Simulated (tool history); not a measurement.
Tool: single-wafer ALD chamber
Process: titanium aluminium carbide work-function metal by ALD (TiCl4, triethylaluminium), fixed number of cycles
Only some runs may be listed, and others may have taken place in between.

| run | day | heater temperature setpoint (deg C) | triethylaluminium pulse time (s) | mean film thickness on the monitor wafer (angstrom) |
|---|---|---|---|---|
| 1 | 0.000 | 295 | 10.71 | 20.835 |
| 2 | 0.162 | 300 | 10.71 | 21.508 |
| 3 | 0.400 | 300 | 8.50 | 20.388 |
| 4 | 0.708 | 310 | 8.50 | 21.283 |
| 5 | 0.917 | 310 | 9.72 | 22.049 |
| 6 | 1.133 | 303 | 9.37 | 21.323 |
| 7 | 1.350 | 297 | 8.99 | 20.500 |
| 8 | 1.529 | 293 | 8.72 | 19.845 |

Predict the results of run 9:
| 9 | 1.767 | 291 | 8.62 | ? |

{"run 9": {"mean film thickness on the monitor wafer (angstrom)": 19.879}}
